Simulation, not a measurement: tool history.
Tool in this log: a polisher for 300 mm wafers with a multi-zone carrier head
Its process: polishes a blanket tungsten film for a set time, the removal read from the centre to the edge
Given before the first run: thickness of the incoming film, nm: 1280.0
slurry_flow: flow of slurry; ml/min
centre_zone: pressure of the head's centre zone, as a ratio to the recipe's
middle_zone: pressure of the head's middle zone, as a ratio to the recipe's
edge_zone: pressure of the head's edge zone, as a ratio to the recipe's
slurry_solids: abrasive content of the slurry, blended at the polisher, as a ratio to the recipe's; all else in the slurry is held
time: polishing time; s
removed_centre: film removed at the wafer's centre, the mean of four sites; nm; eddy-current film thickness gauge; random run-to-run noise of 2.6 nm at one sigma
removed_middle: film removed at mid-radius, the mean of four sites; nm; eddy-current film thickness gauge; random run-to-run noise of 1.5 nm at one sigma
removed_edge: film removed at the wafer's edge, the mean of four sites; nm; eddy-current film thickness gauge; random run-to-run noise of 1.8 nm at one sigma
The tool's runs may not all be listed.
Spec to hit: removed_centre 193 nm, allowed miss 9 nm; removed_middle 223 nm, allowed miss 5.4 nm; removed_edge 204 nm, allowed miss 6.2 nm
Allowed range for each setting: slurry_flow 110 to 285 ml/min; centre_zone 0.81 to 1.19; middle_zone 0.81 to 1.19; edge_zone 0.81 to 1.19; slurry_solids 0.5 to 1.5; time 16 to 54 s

Run 1, hour 0: slurry_flow 180 ml/min, centre_zone 1, middle_zone 1, edge_zone 1, slurry_solids 1, time 35 s. Result: removed_centre 305.91 nm, removed_middle 298.3 nm, removed_edge 290.61 nm.
Run 2, hour 6.6: slurry_flow 170 ml/min, centre_zone 0.95, middle_zone 1, edge_zone 0.96, slurry_solids 0.85, time 33 s. Result: removed_centre 261.78 nm, removed_middle 266.03 nm, removed_edge 261.62 nm.
Run 3, hour 8.3: slurry_flow 170 ml/min, centre_zone 0.92, middle_zone 1.02, edge_zone 0.93, slurry_solids 0.75, time 32 s. Result: removed_centre 238.13 nm, removed_middle 252.61 nm, removed_edge 241.14 nm.
Run 4, hour 16.7: slurry_flow 170 ml/min, centre_zone 0.92, middle_zone 1.02, edge_zone 0.93, slurry_solids 0.85, time 32 s. Result: removed_centre 247.6 nm, removed_middle 263.5 nm, removed_edge 248.79 nm.
Run 5, hour 21.3: slurry_flow 165 ml/min, centre_zone 0.9, middle_zone 1.03, edge_zone 0.9, slurry_solids 0.75, time 31 s. Result: removed_centre 222.53 nm, removed_middle 245.19 nm, removed_edge 228.84 nm.
Run 6, hour 26.9: slurry_flow 165 ml/min, centre_zone 0.9, middle_zone 0.99, edge_zone 0.9, slurry_solids 0.75, time 31 s. Result: removed_centre 218.65 nm, removed_middle 237.89 nm, removed_edge 228.42 nm.
Run 7, hour 32.1: slurry_flow 165 ml/min, centre_zone 0.9, middle_zone 0.99, edge_zone 0.9, slurry_solids 0.75, time 31 s. Result: removed_centre 226.18 nm, removed_middle 237.06 nm, removed_edge 226.83 nm.
Run 8, hour 40.1: slurry_flow 155 ml/min, centre_zone 0.87, middle_zone 0.99, edge_zone 0.87, slurry_solids 0.75, time 31 s. Result: removed_centre 213.43 nm, removed_middle 237.06 nm, removed_edge 220.25 nm.
Run 9, hour 43.7: slurry_flow 145 ml/min, centre_zone 0.85, middle_zone 0.98, edge_zone 0.85, slurry_solids 0.75, time 31 s. Result: removed_centre 208.53 nm, removed_middle 231.85 nm, removed_edge 219.07 nm.

Which one of the following 4 next-run settings gets every result inside its allowed miss? There is exactly one.
Run A, hour 47.3: slurry_flow 125 ml/min, centre_zone 0.89, middle_zone 0.88, edge_zone 0.91, slurry_solids 0.55, time 37 s. Result: removed_centre ?, removed_middle ?, removed_edge ?.
Run B, hour 47.3: slurry_flow 170 ml/min, centre_zone 0.81, middle_zone 1.1, edge_zone 0.81, slurry_solids 0.7, time 28 s. Result: removed_centre ?, removed_middle ?, removed_edge ?.
Run C, hour 47.3: slurry_flow 130 ml/min, centre_zone 0.81, middle_zone 1.03, edge_zone 1.03, slurry_solids 0.9, time 28 s. Result: removed_centre ?, removed_middle ?, removed_edge ?.
Run D, hour 47.3: slurry_flow 180 ml/min, centre_zone 0.82, middle_zone 1, edge_zone 0.84, slurry_solids 0.8, time 28 s. Result: removed_centre ?, removed_middle ?, removed_edge ?.

move  removed_centre  removed_middle  removed_edge
   A          224.66          218.82        236.68
   B          181.38          229.46         191.1
   C           183.8          221.38        221.51
   D          192.73          222.32        203.79
A: the biggest miss grows against the last run
B: takes the biggest miss from the last run beyond its target
C: the biggest miss grows against the last run
D: each result inside its tolerance
Correct choice: D, which meets every target

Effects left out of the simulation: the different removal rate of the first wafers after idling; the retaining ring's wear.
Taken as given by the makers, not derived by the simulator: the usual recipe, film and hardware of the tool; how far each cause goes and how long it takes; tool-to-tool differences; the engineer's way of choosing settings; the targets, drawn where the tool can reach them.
